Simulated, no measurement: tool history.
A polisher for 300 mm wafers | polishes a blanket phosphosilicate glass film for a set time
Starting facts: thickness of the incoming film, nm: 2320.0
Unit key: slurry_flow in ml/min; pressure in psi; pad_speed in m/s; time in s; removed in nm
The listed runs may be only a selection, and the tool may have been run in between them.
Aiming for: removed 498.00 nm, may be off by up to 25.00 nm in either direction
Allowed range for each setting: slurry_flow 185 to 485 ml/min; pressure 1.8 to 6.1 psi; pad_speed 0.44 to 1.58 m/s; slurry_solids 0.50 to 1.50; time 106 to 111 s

run  hour  slurry_flow  pressure  pad_speed  slurry_solids  time  removed
  1   0.0          310       3.9       1.00           1.00   106   925.19
  2   6.1          310       3.3       0.96           1.00   106   770.67
  3  12.1          310       3.3       0.96           0.90   106   728.89
  4  16.8          310       2.9       0.94           0.90   106   619.47
  5  25.2          310       2.9       0.80           0.90   106   563.18
  6  26.9          310       2.9       0.80           0.90   111   588.14
  7  32.0          310       2.8       0.80           0.90   111   562.45
  8  35.7          310       2.7       0.80           0.90   111   564.37

Consider the 5 candidate settings below. Which is the only one whose results all fall within their allowed miss of target?
  A  39.4          295       2.7       0.72           0.85   111        ?
  B  39.4          385       2.8       0.88           0.80   109        ?
  C  39.4          310       2.5       0.98           0.95   110        ?
  D  39.4          290       2.5       1.00           0.85   111        ?
  E  39.4          295       2.7       0.92           0.90   111        ?

move  removed
   A   493.08
   B   579.67
   C   625.61
   D   600.87
   E   618.69
A: every result within its allowed miss
B: moves away from the targets compared with the last run
C: moves away from the targets compared with the last run
D: moves away from the targets compared with the last run
E: moves away from the targets compared with the last run
The move that meets every target is A.
